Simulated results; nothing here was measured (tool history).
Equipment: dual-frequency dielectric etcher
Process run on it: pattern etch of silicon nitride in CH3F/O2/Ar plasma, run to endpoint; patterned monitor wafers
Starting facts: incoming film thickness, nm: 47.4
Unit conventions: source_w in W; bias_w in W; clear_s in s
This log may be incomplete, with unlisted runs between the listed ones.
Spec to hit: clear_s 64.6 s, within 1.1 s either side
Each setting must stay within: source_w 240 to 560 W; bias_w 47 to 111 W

run 1 day=0 | source_w=400 bias_w=79 | clear_s=72.704
run 2 day=0.071 | source_w=400 bias_w=72 | clear_s=76.104
run 3 day=0.429 | source_w=420 bias_w=73 | clear_s=73.61
run 4 day=0.692 | source_w=480 bias_w=73 | clear_s=68.276
run 5 day=1.058 | source_w=490 bias_w=73 | clear_s=67.918
run 6 day=1.358 | source_w=490 bias_w=59 | clear_s=75.242
run 7 day=1.567 | source_w=500 bias_w=61 | clear_s=73.494
run 8 day=1.625 | source_w=510 bias_w=62 | clear_s=72.271
run 9 day=1.696 | source_w=520 bias_w=63 | clear_s=71.432
run 10 day=1.721 | source_w=530 bias_w=64 | clear_s=69.639
run 11 day=1.858 | source_w=530 bias_w=65 | clear_s=69.433
run 12 day=2.221 | source_w=530 bias_w=66 | clear_s=68.778
run 13 day=2.471 | source_w=530 bias_w=67 | clear_s=68.323
run 14 day=2.812 | source_w=530 bias_w=68 | clear_s=67.997
run 15 day=2.892 | source_w=530 bias_w=69 | clear_s=67.83
run 16 day=3.15 | source_w=530 bias_w=70 | clear_s=66.84

Consider the 4 candidate settings below. Which is the only one whose results all fall within their allowed miss of target?
run A day=3.408 | source_w=560 bias_w=76 | clear_s=?
run B day=3.408 | source_w=480 bias_w=82 | clear_s=?
run C day=3.408 | source_w=550 bias_w=68 | clear_s=?
run D day=3.408 | source_w=560 bias_w=77 | clear_s=?

move=A clear_s=62.015
move=B clear_s=64.159
move=C clear_s=66.018
move=D clear_s=61.624
A: takes the biggest miss from the last run beyond its target
B: meets every target
C: nearer than the last run, and not there yet
D: takes the biggest miss from the last run beyond its target
The move that meets every target is B.
